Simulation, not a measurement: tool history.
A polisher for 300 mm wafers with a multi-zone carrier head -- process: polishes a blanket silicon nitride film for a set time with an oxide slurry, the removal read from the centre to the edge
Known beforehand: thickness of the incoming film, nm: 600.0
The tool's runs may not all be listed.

run    day  flow of slurry (ml/min)  pressure of the head's centre zone  pressure of the head's middle zone  pressure of the head's edge zone  abrasive content of the slurry  polishing time (s)  film removed at the wafer's centre (nm)  film removed at mid-radius (nm)  film removed at the wafer's edge (nm)
  1  0.000                      135                                1.00                                1.00                              1.00                            1.00                  59                                   26.877                           26.740                                 25.864
  2  0.350                      125                                1.00                                0.95                              0.96                            0.90                  59                                   24.805                           23.941                                 24.305
  3  0.546                      125                                1.00                                0.95                              1.00                            0.90                  59                                   25.105                           23.723                                 24.744
  4  0.654                      125                                1.00                                1.00                              1.00                            0.90                  59                                   25.134                           24.775                                 24.645
  5  0.879                      105                                1.00                                1.00                              1.00                            0.90                  59                                   23.619                           23.690                                 24.190
  6  0.900                      105                                1.00                                0.95                              1.00                            0.90                  59                                   23.675                           22.769                                 24.035
     1.046  -- worn pad replaced by a new one
  7  1.046                      105                                1.00                                0.95                              1.00                            0.90                  59                                   25.651                           24.335                                 26.022

Run 8 has not been measured yet. What should we expect?
  8  1.196                      105                                1.01                                0.85                              0.90                            0.65                  56                                        ?                                ?                                      ?

Run 8 gave film removed at the wafer's centre (nm) 20.247, film removed at mid-radius (nm) 17.554, film removed at the wafer's edge (nm) 19.476.

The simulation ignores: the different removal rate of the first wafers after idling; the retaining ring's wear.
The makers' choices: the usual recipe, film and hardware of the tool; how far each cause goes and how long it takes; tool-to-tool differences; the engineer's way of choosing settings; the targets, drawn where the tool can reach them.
